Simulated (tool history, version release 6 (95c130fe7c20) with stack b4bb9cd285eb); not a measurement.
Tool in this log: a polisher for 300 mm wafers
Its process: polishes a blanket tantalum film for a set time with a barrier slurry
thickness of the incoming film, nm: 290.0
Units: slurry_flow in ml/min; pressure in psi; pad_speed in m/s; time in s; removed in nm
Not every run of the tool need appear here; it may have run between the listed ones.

{"run": 1, "hour": 0.0, "slurry_flow": 215, "pressure": 2.5, "pad_speed": 0.82, "slurry_solids": 1, "time": 73, "removed": 106.45}
{"run": 2, "hour": 8.2, "slurry_flow": 215, "pressure": 2.5, "pad_speed": 0.64, "slurry_solids": 1, "time": 73, "removed": 81.837}
{"run": 3, "hour": 10.4, "slurry_flow": 215, "pressure": 2.5, "pad_speed": 0.64, "slurry_solids": 1, "time": 73, "removed": 79.367}
{"run": 4, "hour": 13.8, "slurry_flow": 215, "pressure": 2.5, "pad_speed": 0.64, "slurry_solids": 1, "time": 76, "removed": 85.143}
{"run": 5, "hour": 15.4, "slurry_flow": 215, "pressure": 2.8, "pad_speed": 0.64, "slurry_solids": 1, "time": 76, "removed": 91.108}
{"run": 6, "hour": 20.3, "slurry_flow": 180, "pressure": 2.8, "pad_speed": 0.64, "slurry_solids": 1, "time": 76, "removed": 92.512}

Forecast run 7:
{"run": 7, "hour": 22.3, "slurry_flow": 180, "pressure": 3.5, "pad_speed": 0.7, "slurry_solids": 1, "time": 76, "removed": "?"}

{"run 7": {"removed": 122.65}}

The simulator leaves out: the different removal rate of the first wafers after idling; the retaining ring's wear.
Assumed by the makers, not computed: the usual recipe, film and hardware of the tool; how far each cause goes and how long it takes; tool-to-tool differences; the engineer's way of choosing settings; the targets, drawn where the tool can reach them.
